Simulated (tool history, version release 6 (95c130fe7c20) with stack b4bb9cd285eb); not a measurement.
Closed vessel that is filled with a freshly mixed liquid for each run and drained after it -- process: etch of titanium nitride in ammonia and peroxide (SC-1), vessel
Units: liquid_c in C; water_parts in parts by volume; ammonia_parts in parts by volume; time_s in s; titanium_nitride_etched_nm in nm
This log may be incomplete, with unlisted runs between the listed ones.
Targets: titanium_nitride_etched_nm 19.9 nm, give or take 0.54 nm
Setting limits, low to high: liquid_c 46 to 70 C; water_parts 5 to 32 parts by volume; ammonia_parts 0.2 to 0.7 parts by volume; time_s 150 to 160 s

run,hour,liquid_c,water_parts,ammonia_parts,time_s,titanium_nitride_etched_nm
1,0,62,17.5,0.4,150,13.536
2,1.3,63.5,17.5,0.4,150,14.919
3,8.3,63.5,21.5,0.4,150,13.335
4,11.2,65.5,21.5,0.4,150,15.389
5,20.5,65.5,21.5,0.5,150,16.026
6,27.9,65.5,21.5,0.4,150,15.192
7,32.8,66.5,21.5,0.4,150,16.02
8,38,67.5,21.5,0.4,150,17.107
9,42.1,68,21.5,0.4,150,17.842
10,50.6,68.5,21.5,0.4,150,18.286
11,57.4,69,21.5,0.4,150,19.132

Below are 4 possible settings for the next run. Only one of them brings all results inside the allowed miss of their targets. Which is it?
A,64.2,68,23,0.4,160,?
B,64.2,70,24,0.35,160,?
C,64.2,67.5,20.5,0.45,155,?
D,64.2,67.5,17.5,0.35,150,?

move,titanium_nitride_etched_nm
A,18.254
B,19.67
C,18.698
D,18.853
A: lands further from the targets than the last run did
B: in spec on every target
C: lands further from the targets than the last run did
D: lands further from the targets than the last run did
Correct choice: B, which meets every target
